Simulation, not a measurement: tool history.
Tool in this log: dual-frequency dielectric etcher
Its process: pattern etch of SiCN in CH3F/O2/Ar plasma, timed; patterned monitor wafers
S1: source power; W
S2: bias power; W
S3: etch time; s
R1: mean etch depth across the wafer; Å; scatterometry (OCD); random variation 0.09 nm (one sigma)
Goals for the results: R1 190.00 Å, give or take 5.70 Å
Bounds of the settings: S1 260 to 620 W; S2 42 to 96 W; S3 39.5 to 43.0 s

| run | hour | S1 | S2 | S3 | R1 |
|---|---|---|---|---|---|
| 1 | 0.0 | 440 | 69 | 43.0 | 159.56 |
| 2 | 7.2 | 480 | 73 | 43.0 | 170.64 |
| 3 | 14.6 | 420 | 73 | 43.0 | 161.09 |
| 4 | 18.0 | 420 | 73 | 43.0 | 160.01 |
| 5 | 22.7 | 390 | 73 | 43.0 | 157.77 |
| 6 | 26.8 | 440 | 77 | 43.0 | 166.03 |
| 7 | 27.8 | 480 | 80 | 43.0 | 178.54 |
| 8 | 32.6 | 490 | 81 | 43.0 | 178.21 |
| 9 | 36.5 | 510 | 82 | 43.0 | 183.79 |

Exactly one of the 5 candidate moves below puts every result within its allowed miss. Which one?
| A | 40.4 | 520 | 81 | 41.0 | ? |
| B | 40.4 | 500 | 83 | 42.0 | ? |
| C | 40.4 | 550 | 82 | 43.0 | ? |
| D | 40.4 | 520 | 89 | 40.5 | ? |
| E | 40.4 | 490 | 79 | 43.0 | ? |

| move | R1 |
|---|---|
| A | 174.50 |
| B | 177.79 |
| C | 188.23 |
| D | 179.54 |
| E | 176.70 |
A: the biggest miss grows against the last run
B: the biggest miss grows against the last run
C: all results land within tolerance of their targets
D: the biggest miss grows against the last run
E: the biggest miss grows against the last run
The move that meets every target is C.

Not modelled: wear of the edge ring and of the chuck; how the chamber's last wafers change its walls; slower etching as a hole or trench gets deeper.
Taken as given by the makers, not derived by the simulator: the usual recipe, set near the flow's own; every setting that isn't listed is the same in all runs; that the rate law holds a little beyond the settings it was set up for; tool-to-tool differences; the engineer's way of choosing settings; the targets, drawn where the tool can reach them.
